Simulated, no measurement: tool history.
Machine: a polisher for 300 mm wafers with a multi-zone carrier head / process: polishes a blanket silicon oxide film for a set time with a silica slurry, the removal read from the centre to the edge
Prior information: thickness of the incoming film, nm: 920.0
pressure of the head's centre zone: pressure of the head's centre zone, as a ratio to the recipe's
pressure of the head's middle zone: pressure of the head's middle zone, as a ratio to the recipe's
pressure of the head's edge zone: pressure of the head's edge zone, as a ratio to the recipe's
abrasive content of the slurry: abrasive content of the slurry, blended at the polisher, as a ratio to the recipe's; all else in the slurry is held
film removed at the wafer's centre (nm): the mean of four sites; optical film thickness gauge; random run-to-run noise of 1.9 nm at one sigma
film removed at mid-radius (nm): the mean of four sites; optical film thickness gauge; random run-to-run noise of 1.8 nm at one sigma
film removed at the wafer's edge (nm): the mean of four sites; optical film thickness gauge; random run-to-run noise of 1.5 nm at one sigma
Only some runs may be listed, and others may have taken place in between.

run,hour,flow of slurry (ml/min),pressure of the head's centre zone,pressure of the head's middle zone,pressure of the head's edge zone,abrasive content of the slurry,polishing time (s),film removed at the wafer's centre (nm),film removed at mid-radius (nm),film removed at the wafer's edge (nm)
1,0.0,145,1.00,1.00,1.00,1.0,51,166.28,157.08,161.06
2,3.2,145,1.00,1.00,1.00,1.0,60,198.95,186.38,190.69
3,8.5,145,0.99,1.00,1.01,1.0,60,195.37,189.77,193.74
4,12.2,145,0.98,0.99,1.02,1.0,60,193.70,188.04,191.10
5,20.2,145,0.98,0.99,1.02,1.1,60,199.50,198.78,201.57
6,21.9,145,0.98,1.06,1.02,1.1,60,198.05,208.36,198.64
7,28.1,140,0.97,1.04,1.03,1.1,60,199.31,201.52,199.44

The next listed run, before its measurement:
8,33.7,135,0.95,1.03,1.04,1.1,60,?,?,?

Run 8 came out at film removed at the wafer's centre (nm) 196.78, film removed at mid-radius (nm) 197.76, film removed at the wafer's edge (nm) 196.63.
